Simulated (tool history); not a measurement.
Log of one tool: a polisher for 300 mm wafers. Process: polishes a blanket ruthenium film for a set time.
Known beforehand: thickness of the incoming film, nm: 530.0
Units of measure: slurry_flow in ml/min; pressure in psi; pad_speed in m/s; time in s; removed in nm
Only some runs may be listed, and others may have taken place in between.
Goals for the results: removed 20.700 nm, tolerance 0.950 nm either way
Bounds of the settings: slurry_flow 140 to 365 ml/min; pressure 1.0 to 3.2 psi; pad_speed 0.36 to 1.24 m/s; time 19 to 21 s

run	hour	slurry_flow	pressure	pad_speed	time	removed
1	0.0	235	2.1	0.80	21	15.586
2	4.6	235	2.2	0.80	21	17.090
3	12.6	235	2.2	0.62	21	13.385
4	18.0	235	2.2	0.62	19	11.711
5	21.9	205	2.2	0.62	19	11.622
6	27.6	245	2.2	0.62	19	11.760
7	28.3	245	2.4	0.64	19	13.274
8	35.7	245	2.6	0.66	19	14.668

Below are 4 possible settings for the next run. Only one of them brings all results inside the allowed miss of their targets. Which is it?
A	43.1	235	2.6	0.72	21	?
B	43.1	300	2.8	0.46	19	?
C	43.1	320	3.0	0.70	21	?
D	43.1	260	2.5	0.74	21	?

move	removed
A	17.917
B	11.596
C	20.607
D	17.879
A: an improvement on the last run, though not all results are within tolerance
B: the biggest miss grows against the last run
C: every result within its allowed miss
D: an improvement on the last run, though not all results are within tolerance
The move that meets every target is C.
